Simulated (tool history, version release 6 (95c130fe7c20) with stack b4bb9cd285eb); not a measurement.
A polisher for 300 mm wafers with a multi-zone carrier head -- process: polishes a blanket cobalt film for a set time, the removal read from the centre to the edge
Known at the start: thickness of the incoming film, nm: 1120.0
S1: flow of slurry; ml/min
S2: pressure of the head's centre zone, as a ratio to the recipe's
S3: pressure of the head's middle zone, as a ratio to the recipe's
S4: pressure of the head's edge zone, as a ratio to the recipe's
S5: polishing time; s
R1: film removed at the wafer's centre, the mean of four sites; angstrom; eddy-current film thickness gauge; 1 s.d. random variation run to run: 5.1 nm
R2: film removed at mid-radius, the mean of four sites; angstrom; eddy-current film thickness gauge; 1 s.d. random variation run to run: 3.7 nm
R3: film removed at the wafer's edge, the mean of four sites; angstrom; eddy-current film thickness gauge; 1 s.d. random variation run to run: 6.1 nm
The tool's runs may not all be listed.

{"run": 1, "hour": 0.0, "S1": 195, "S2": 1, "S3": 1, "S4": 1, "S5": 60, "R1": 3699, "R2": 3813.8, "R3": 3695.8}
{"run": 2, "hour": 8.3, "S1": 195, "S2": 0.97, "S3": 1, "S4": 1, "S5": 60, "R1": 3619.7, "R2": 3816, "R3": 3793.9}
{"run": 3, "hour": 12.2, "S1": 195, "S2": 0.97, "S3": 0.95, "S4": 1, "S5": 60, "R1": 3554.8, "R2": 3589.1, "R3": 3736.7}
{"run": 4, "hour": 18.0, "S1": 195, "S2": 1, "S3": 0.95, "S4": 1, "S5": 60, "R1": 3689.7, "R2": 3658.4, "R3": 3763.5}
{"run": 5, "hour": 19.2, "S1": 200, "S2": 1.02, "S3": 0.94, "S4": 1.02, "S5": 61, "R1": 3861, "R2": 3659.8, "R3": 3881.8}
{"run": 6, "hour": 27.6, "S1": 180, "S2": 1.02, "S3": 0.94, "S4": 1.02, "S5": 61, "R1": 3770.5, "R2": 3611.1, "R3": 3879.8}

Estimate the outcome of run 7 from the log above:
{"run": 7, "hour": 33.2, "S1": 235, "S2": 1.12, "S3": 0.97, "S4": 1.12, "S5": 67, "R1": "?", "R2": "?", "R3": "?"}

Run 7 came out at R1 4733 angstrom, R2 4280.8 angstrom, R3 4492.4 angstrom.

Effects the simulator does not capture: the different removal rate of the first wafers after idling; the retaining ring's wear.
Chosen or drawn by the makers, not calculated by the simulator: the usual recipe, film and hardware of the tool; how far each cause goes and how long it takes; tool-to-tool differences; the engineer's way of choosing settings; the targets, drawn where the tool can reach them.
